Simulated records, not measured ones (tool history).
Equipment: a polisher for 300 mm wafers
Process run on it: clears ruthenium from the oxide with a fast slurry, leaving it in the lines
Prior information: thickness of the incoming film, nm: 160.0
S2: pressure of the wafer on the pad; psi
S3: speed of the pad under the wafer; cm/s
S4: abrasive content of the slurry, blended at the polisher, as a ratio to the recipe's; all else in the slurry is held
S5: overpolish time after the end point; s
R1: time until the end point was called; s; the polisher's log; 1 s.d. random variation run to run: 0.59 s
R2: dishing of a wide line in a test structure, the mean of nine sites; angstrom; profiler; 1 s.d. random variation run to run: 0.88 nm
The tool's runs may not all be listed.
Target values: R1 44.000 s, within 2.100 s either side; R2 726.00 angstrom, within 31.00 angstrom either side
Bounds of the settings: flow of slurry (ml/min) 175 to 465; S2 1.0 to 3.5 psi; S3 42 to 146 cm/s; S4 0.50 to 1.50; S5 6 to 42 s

Run 1, hour 0.0: flow of slurry (ml/min) 295, S2 2.2 psi, S3 94 cm/s, S4 1.00, S5 21 s. Result: R1 54.607 s, R2 428.33 angstrom.
Run 2, hour 7.5: flow of slurry (ml/min) 295, S2 2.3 psi, S3 94 cm/s, S4 1.00, S5 23 s. Result: R1 53.100 s, R2 464.41 angstrom.
Run 3, hour 13.5: flow of slurry (ml/min) 295, S2 2.4 psi, S3 94 cm/s, S4 1.00, S5 25 s. Result: R1 51.062 s, R2 519.44 angstrom.
Run 4, hour 22.3: flow of slurry (ml/min) 295, S2 2.5 psi, S3 94 cm/s, S4 1.00, S5 26 s. Result: R1 49.814 s, R2 541.99 angstrom.
Run 5, hour 24.5: flow of slurry (ml/min) 295, S2 2.5 psi, S3 94 cm/s, S4 0.85, S5 26 s. Result: R1 51.751 s, R2 522.76 angstrom.
Run 6, hour 25.0: flow of slurry (ml/min) 295, S2 2.6 psi, S3 94 cm/s, S4 0.85, S5 27 s. Result: R1 50.448 s, R2 555.14 angstrom.
Run 7, hour 32.0: flow of slurry (ml/min) 295, S2 3.0 psi, S3 94 cm/s, S4 0.85, S5 32 s. Result: R1 44.614 s, R2 690.80 angstrom.
Run 8, hour 39.3: flow of slurry (ml/min) 295, S2 3.0 psi, S3 94 cm/s, S4 0.85, S5 33 s. Result: R1 43.473 s, R2 679.14 angstrom.

Exercise: of the 5 proposed moves below, exactly one satisfies all targets within the stated allowed misses. Which move is it?
Run A, hour 46.6: flow of slurry (ml/min) 325, S2 3.3 psi, S3 88 cm/s, S4 1.05, S5 32 s. Result: R1 ?, R2 ?.
Run B, hour 46.6: flow of slurry (ml/min) 350, S2 3.2 psi, S3 86 cm/s, S4 0.90, S5 31 s. Result: R1 ?, R2 ?.
Run C, hour 46.6: flow of slurry (ml/min) 315, S2 3.4 psi, S3 76 cm/s, S4 1.10, S5 35 s. Result: R1 ?, R2 ?.
Run D, hour 46.6: flow of slurry (ml/min) 280, S2 3.4 psi, S3 100 cm/s, S4 0.75, S5 26 s. Result: R1 ?, R2 ?.
Run E, hour 46.6: flow of slurry (ml/min) 250, S2 3.3 psi, S3 92 cm/s, S4 0.80, S5 29 s. Result: R1 ?, R2 ?.

move      R1      R2
   A  39.769  704.33
   B  43.737  652.64
   C  44.017  699.48
   D  38.678  631.23
   E  42.698  635.39
A: the worst result of the last run now meets its target, but another is out of spec
B: its largest miss is bigger than the last run's
C: hits every target within its allowed miss
D: its largest miss is bigger than the last run's
E: its largest miss is bigger than the last run's
So the answer is move C, the one that meets all the targets.

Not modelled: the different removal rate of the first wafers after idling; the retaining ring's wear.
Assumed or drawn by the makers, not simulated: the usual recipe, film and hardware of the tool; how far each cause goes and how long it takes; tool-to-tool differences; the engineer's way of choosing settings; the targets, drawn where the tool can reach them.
